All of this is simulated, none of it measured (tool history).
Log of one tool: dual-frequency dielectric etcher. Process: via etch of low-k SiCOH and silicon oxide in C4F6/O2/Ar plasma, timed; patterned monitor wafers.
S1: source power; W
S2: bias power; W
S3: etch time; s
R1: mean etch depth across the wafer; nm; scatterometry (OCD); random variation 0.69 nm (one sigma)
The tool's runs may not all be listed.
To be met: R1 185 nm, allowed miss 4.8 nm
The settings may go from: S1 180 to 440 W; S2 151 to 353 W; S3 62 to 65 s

run	hour	S1	S2	S3	R1
1	0	310	252	62	151.71
2	6.4	340	252	62	158.47
3	14.5	360	259	62	162.56
4	16.4	340	259	62	160.15
5	21.2	340	228	62	152.17
6	23.1	340	228	62	150.18
7	31.6	360	243	62.5	159.66
8	32.9	370	255	63	165.17
# hour 35.2: wet clean of the chamber
9	35.2	380	266	63.5	179.77
10	42.6	380	267	63.5	178.74
11	46	380	268	63.5	178.76

4 next moves are on the table. One of them brings every result within its allowed miss. Which?
A	49.4	360	253	63	?
B	49.4	380	293	62.5	?
C	49.4	340	271	63	?
D	49.4	310	253	65	?

move	R1
A	169.59
B	182.82
C	170.7
D	164.92
A: further off than the last run
B: meets every target
C: further off than the last run
D: further off than the last run
Answer: B

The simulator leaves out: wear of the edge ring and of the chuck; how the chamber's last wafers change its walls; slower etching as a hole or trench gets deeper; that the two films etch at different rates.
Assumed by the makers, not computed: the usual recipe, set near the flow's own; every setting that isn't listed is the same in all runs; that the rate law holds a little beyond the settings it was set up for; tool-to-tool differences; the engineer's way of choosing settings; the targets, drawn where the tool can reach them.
